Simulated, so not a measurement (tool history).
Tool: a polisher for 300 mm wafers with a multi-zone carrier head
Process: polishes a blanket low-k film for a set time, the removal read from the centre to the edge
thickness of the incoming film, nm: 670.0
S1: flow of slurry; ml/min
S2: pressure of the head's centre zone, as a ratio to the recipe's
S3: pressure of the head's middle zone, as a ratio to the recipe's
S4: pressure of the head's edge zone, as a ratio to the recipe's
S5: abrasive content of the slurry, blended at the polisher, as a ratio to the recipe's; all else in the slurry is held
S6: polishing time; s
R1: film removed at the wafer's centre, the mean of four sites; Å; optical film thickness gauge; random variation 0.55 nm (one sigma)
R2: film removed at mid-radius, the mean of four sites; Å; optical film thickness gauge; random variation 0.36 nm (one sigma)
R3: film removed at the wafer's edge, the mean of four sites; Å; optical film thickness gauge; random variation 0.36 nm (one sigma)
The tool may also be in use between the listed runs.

| run | hour | S1 | S2 | S3 | S4 | S5 | S6 | R1 | R2 | R3 |
|---|---|---|---|---|---|---|---|---|---|---|
| 1 | 0.0 | 250 | 1.00 | 1.00 | 1.00 | 1.00 | 83 | 435.76 | 438.64 | 447.97 |
| 2 | 1.6 | 265 | 1.00 | 1.03 | 1.00 | 1.00 | 83 | 443.16 | 453.89 | 449.50 |
| 3 | 10.1 | 265 | 1.05 | 1.03 | 1.00 | 1.00 | 83 | 460.92 | 452.93 | 447.40 |
| 4 | 16.4 | 265 | 1.05 | 1.03 | 1.00 | 1.00 | 101 | 555.95 | 552.37 | 551.80 |
| 5 | 19.1 | 265 | 1.11 | 1.03 | 1.00 | 1.00 | 101 | 600.71 | 546.20 | 550.93 |
| 6 | 26.0 | 255 | 1.08 | 1.04 | 0.97 | 0.95 | 101 | 564.43 | 534.65 | 520.56 |
| 7 | 29.5 | 240 | 1.05 | 1.05 | 0.95 | 0.95 | 101 | 540.98 | 544.33 | 525.35 |
| 8 | 34.1 | 240 | 1.05 | 1.05 | 0.95 | 0.95 | 101 | 548.25 | 539.87 | 530.70 |
| 9 | 40.7 | 255 | 1.03 | 1.06 | 0.94 | 0.90 | 101 | 524.57 | 533.17 | 513.18 |
| 10 | 47.5 | 255 | 1.01 | 1.07 | 0.92 | 0.85 | 101 | 501.20 | 525.43 | 492.86 |
| 11 | 54.2 | 255 | 1.00 | 1.07 | 0.90 | 0.85 | 101 | 499.32 | 517.60 | 494.47 |
| 12 | 56.8 | 250 | 0.99 | 1.09 | 0.89 | 0.85 | 101 | 486.41 | 532.10 | 490.01 |

Forecast run 13:
| 13 | 62.4 | 245 | 0.98 | 1.09 | 0.87 | 0.85 | 101 | ? | ? | ? |

Run 13 gave R1 487.66 Å, R2 519.50 Å, R3 477.85 Å.

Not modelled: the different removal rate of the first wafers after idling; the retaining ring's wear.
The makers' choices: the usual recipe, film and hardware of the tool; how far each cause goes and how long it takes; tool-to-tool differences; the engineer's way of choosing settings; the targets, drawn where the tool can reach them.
